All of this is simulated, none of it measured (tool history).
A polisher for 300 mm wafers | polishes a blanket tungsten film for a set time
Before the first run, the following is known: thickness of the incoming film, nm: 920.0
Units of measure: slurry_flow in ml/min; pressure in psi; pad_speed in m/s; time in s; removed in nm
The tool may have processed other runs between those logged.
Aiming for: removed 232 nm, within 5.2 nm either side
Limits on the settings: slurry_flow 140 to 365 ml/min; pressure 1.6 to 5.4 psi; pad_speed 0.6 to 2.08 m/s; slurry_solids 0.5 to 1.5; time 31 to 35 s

| run | day | slurry_flow | pressure | pad_speed | slurry_solids | time | removed |
|---|---|---|---|---|---|---|---|
| 1 | 0 | 235 | 3.5 | 1.34 | 1 | 35 | 171.55 |
| 2 | 0.204 | 245 | 3.8 | 1.34 | 1 | 35 | 186.48 |
| 3 | 0.246 | 245 | 3.8 | 1.34 | 1 | 31 | 167.56 |
| 4 | 0.383 | 245 | 4.2 | 1.34 | 1 | 31 | 183.1 |
| 5 | 0.654 | 250 | 4.5 | 1.34 | 1 | 31 | 198.61 |
| 6 | 0.725 | 250 | 4.5 | 1.34 | 1 | 31 | 197.11 |
| 7 | 1.025 | 255 | 4.7 | 1.34 | 1 | 31 | 207.13 |
| 8 | 1.338 | 260 | 4.9 | 1.34 | 1 | 31 | 213.69 |
| 9 | 1.7 | 260 | 5 | 1.34 | 1 | 31 | 217.8 |
| 10 | 1.796 | 260 | 5.1 | 1.34 | 1 | 31 | 222.16 |

Next run, 5 choices. One meets every target within its allowed miss, the rest don't. Which?
| A | 1.892 | 270 | 4.9 | 1.48 | 0.8 | 32 | ? |
| B | 1.892 | 220 | 5.1 | 1.5 | 0.8 | 34 | ? |
| C | 1.892 | 250 | 5.2 | 1.42 | 1 | 32 | ? |
| D | 1.892 | 280 | 5.4 | 1.16 | 1.15 | 34 | ? |
| E | 1.892 | 265 | 5.3 | 1.4 | 0.8 | 32 | ? |

| move | removed |
|---|---|
| A | 223.03 |
| B | 244.98 |
| C | 242.11 |
| D | 247.2 |
| E | 232.43 |
A: nearer the targets than the last run, but a result is still out of spec
B: moves the result that the last run missed by most past its target, out the other side
C: moves the result that the last run missed by most past its target, out the other side
D: moves the result that the last run missed by most past its target, out the other side
E: all results land within tolerance of their targets
Go with E: it meets all targets.

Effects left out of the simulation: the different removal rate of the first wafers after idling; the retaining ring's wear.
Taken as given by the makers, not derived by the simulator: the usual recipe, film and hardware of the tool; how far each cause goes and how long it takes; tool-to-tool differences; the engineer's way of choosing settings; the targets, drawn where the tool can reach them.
